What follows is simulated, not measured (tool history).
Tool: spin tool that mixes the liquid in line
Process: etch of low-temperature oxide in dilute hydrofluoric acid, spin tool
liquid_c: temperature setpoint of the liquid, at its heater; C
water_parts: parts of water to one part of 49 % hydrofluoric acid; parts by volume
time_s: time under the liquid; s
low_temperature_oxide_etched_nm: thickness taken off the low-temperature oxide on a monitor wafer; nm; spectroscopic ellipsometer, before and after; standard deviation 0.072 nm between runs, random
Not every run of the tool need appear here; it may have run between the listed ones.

run	hour	liquid_c	water_parts	time_s	low_temperature_oxide_etched_nm
1	0.0	21.0	110	95	9.0344
2	9.0	19.0	110	95	8.2766
3	16.3	17.0	110	95	7.6461
4	19.8	17.0	110	95	7.6991
5	22.5	19.5	110	95	8.5223
6	31.1	21.5	110	95	9.1573
7	33.8	24.0	105	95	10.8190
8	35.9	25.5	105	95	11.3740
9	37.5	26.5	105	95	11.8770

What does the tool deliver on the next run?
10	43.9	27.5	105	95	?

{"run 10": {"low_temperature_oxide_etched_nm": 12.354}}

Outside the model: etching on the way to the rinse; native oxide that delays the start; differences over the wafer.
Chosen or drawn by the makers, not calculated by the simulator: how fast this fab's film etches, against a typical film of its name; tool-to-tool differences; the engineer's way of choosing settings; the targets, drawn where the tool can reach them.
